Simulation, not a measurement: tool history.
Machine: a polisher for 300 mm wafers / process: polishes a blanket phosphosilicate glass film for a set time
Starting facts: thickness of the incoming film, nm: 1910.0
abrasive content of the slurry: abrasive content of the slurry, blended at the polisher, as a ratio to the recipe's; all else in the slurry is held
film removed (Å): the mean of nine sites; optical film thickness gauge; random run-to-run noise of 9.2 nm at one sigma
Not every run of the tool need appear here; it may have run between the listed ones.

run	hour	flow of slurry (ml/min)	pressure of the wafer on the pad (kPa)	speed of the pad under the wafer (m/s)	abrasive content of the slurry	polishing time (s)	film removed (Å)
1	0.0	200	23.4	1.04	1.0	57	6618.3
2	6.1	200	24.8	1.04	1.0	57	6990.1
3	7.2	200	24.8	1.04	1.2	57	7357.3
4	10.8	200	25.5	1.04	1.2	57	7654.5
5	11.7	200	21.4	1.04	1.2	57	6691.3
6	12.6	200	21.4	1.04	1.2	57	6862.4

Run 7 is up next; what results do you expect?
7	16.3	200	23.4	1.04	1.2	57	?

film removed (Å): 7144.9
